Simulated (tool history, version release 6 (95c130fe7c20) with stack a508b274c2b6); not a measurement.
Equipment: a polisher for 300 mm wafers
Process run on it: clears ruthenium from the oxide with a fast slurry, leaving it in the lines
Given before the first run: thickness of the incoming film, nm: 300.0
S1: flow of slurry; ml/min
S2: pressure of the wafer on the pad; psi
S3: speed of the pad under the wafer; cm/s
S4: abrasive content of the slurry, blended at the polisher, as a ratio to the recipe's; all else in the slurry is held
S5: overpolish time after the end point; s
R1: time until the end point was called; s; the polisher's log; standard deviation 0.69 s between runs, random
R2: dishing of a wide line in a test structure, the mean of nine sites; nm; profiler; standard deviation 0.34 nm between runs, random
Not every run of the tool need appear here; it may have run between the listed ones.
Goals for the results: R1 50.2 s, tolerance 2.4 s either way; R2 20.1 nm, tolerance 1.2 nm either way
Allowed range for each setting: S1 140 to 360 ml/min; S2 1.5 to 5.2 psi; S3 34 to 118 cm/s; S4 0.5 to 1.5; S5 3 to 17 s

run  hour   S1   S2  S3   S4  S5      R1      R2
  1     0  230  3.3  76    1   9  80.992  26.014
  2   6.2  230  2.8  76    1   9  97.521  23.501
  3   9.8  230  2.8  76  0.9   9  98.687  22.655
  4  13.2  195  2.8  76  0.9   9     101  21.719
  5  18.9  195  2.8  76  0.9   7  100.94  17.739
  6  24.8  195  3.4  76  0.9   6  83.693  18.579
  7  25.5  195  3.4  76  0.9   6  83.752  18.628
  8  30.8  195  3.9  76  0.9   5  71.714  17.451
  9  38.5  200  4.9  78  0.9   5  55.861  21.923
 10  45.6  200    5  78  0.9   5  56.112  22.602
 11  47.7  200  5.1  78  0.9   5  54.119  22.513
 12  48.6  200  5.2  80  0.9   4  53.634  19.414

Next run, 4 choices. One meets every target within its allowed miss, the rest don't. Which?
  A  49.5  185    5  72  1.05   5   ?   ?
  B  49.5  195  4.9  80   0.9   5   ?   ?
  C  49.5  140  5.2  92  0.95   4   ?   ?
  D  49.5  195  4.9  76   0.9   5   ?   ?

move      R1      R2
   A  56.798  21.656
   B  55.484  22.094
   C  49.124  20.249
   D  57.714  21.361
A: misses by more than the last run did
B: misses by more than the last run did
C: hits every target within its allowed miss
D: misses by more than the last run did
Correct choice: C, which meets every target
